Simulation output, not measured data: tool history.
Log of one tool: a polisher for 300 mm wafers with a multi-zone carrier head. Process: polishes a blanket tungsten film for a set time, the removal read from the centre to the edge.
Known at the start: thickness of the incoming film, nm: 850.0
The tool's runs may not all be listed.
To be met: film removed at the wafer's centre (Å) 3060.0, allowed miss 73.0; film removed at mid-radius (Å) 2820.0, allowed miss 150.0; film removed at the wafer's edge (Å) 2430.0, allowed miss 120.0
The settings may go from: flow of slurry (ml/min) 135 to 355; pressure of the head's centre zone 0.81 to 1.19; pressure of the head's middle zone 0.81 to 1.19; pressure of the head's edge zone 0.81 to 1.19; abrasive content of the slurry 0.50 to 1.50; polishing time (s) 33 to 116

run,hour,flow of slurry (ml/min),pressure of the head's centre zone,pressure of the head's middle zone,pressure of the head's edge zone,abrasive content of the slurry,polishing time (s),film removed at the wafer's centre (Å),film removed at mid-radius (Å),film removed at the wafer's edge (Å)
1,0.0,225,1.00,1.00,1.00,1.00,74,3350.9,3346.4,3304.9
2,5.3,225,1.00,1.07,1.00,1.00,74,3383.1,3554.0,3403.4
3,12.3,225,1.00,1.07,1.04,1.00,74,3374.7,3471.5,3399.9
4,18.3,225,0.92,1.07,1.04,1.00,74,3081.3,3527.4,3350.4
5,23.9,245,0.96,1.06,0.99,0.90,71,3042.5,3297.7,3121.2
6,25.5,245,0.96,1.06,0.99,0.75,71,2856.3,3105.6,2959.7
7,29.3,265,1.00,1.07,0.95,0.70,69,2908.4,3031.6,2734.8
8,36.3,275,1.01,1.06,0.93,0.65,69,2872.9,2983.7,2687.5
9,39.3,275,1.01,1.06,0.93,0.65,69,2884.6,2986.5,2708.7
10,40.7,285,1.03,1.06,0.92,0.60,69,2848.0,2822.3,2573.5

Which of these 5 next moves meets every target?
A,42.1,285,1.05,0.90,0.93,0.55,77,?,?,?
B,42.1,260,1.01,1.10,0.93,0.50,69,?,?,?
C,42.1,315,0.95,0.96,0.87,1.15,66,?,?,?
D,42.1,355,1.10,1.04,0.81,0.70,64,?,?,?
E,42.1,290,1.05,1.08,0.92,0.50,72,?,?,?

move,film removed at the wafer's centre (Å),film removed at mid-radius (Å),film removed at the wafer's edge (Å)
A,3143.9,2747.1,2937.7
B,2598.1,2796.1,2523.6
C,3079.1,3137.8,3072.1
D,3027.3,2840.6,2511.2
E,2857.5,2907.1,2645.3
A: takes the result that was furthest off past its target
B: further off than the last run
C: brings the result that was furthest off to its target, and leaves another outside
D: meets every target
E: as far off as the last run
Answer: D

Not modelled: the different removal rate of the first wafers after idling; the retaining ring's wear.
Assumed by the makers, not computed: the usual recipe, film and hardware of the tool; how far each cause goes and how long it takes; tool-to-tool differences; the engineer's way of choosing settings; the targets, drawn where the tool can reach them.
